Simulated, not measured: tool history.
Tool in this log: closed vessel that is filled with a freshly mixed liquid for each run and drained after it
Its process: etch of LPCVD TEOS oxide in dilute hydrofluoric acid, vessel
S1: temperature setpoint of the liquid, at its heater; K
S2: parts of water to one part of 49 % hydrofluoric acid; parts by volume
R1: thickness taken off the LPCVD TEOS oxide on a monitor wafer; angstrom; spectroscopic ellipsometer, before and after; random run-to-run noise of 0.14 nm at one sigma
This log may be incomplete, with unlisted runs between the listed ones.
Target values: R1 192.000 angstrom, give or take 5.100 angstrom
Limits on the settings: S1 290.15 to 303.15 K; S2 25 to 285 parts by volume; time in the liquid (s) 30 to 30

Run 1, hour 0.0: S1 295.15 K, S2 155 parts by volume, time in the liquid (s) 30. Result: R1 56.046 angstrom.
Run 2, hour 3.1: S1 297.65 K, S2 155 parts by volume, time in the liquid (s) 30. Result: R1 61.387 angstrom.
Run 3, hour 10.1: S1 299.15 K, S2 155 parts by volume, time in the liquid (s) 30. Result: R1 66.296 angstrom.
Run 4, hour 18.5: S1 300.15 K, S2 120 parts by volume, time in the liquid (s) 30. Result: R1 92.274 angstrom.
Run 5, hour 20.6: S1 302.15 K, S2 120 parts by volume, time in the liquid (s) 30. Result: R1 98.297 angstrom.
Run 6, hour 26.1: S1 302.15 K, S2 120 parts by volume, time in the liquid (s) 30. Result: R1 97.639 angstrom.
Run 7, hour 28.3: S1 302.65 K, S2 95 parts by volume, time in the liquid (s) 30. Result: R1 131.710 angstrom.
Run 8, hour 29.1: S1 302.65 K, S2 85 parts by volume, time in the liquid (s) 30. Result: R1 148.340 angstrom.
Run 9, hour 32.9: S1 302.65 K, S2 80 parts by volume, time in the liquid (s) 30. Result: R1 156.790 angstrom.
Run 10, hour 41.3: S1 302.65 K, S2 75 parts by volume, time in the liquid (s) 30. Result: R1 172.370 angstrom.
Run 11, hour 45.1: S1 302.65 K, S2 70 parts by volume, time in the liquid (s) 30. Result: R1 183.380 angstrom.
Run 12, hour 52.7: S1 303.15 K, S2 65 parts by volume, time in the liquid (s) 30. Result: R1 207.380 angstrom.

Consider the 5 candidate settings below. Which is the only one whose results all fall within their allowed miss of target?
Run A, hour 60.3: S1 301.15 K, S2 60 parts by volume, time in the liquid (s) 30. Result: R1 ?.
Run B, hour 60.3: S1 301.65 K, S2 65 parts by volume, time in the liquid (s) 30. Result: R1 ?.
Run C, hour 60.3: S1 302.65 K, S2 70 parts by volume, time in the liquid (s) 30. Result: R1 ?.
Run D, hour 60.3: S1 302.15 K, S2 70 parts by volume, time in the liquid (s) 30. Result: R1 ?.
Run E, hour 60.3: S1 302.65 K, S2 65 parts by volume, time in the liquid (s) 30. Result: R1 ?.

move       R1
   A  205.650
   B  192.210
   C  184.210
   D  180.680
   E  199.850
A: moves toward the targets from the last run without getting all of them in spec
B: each result inside its tolerance
C: the result that was furthest off in the last run now lies on the other side of its target
D: the result that was furthest off in the last run now lies on the other side of its target
E: moves toward the targets from the last run without getting all of them in spec
So the answer is move B, the one that meets all the targets.

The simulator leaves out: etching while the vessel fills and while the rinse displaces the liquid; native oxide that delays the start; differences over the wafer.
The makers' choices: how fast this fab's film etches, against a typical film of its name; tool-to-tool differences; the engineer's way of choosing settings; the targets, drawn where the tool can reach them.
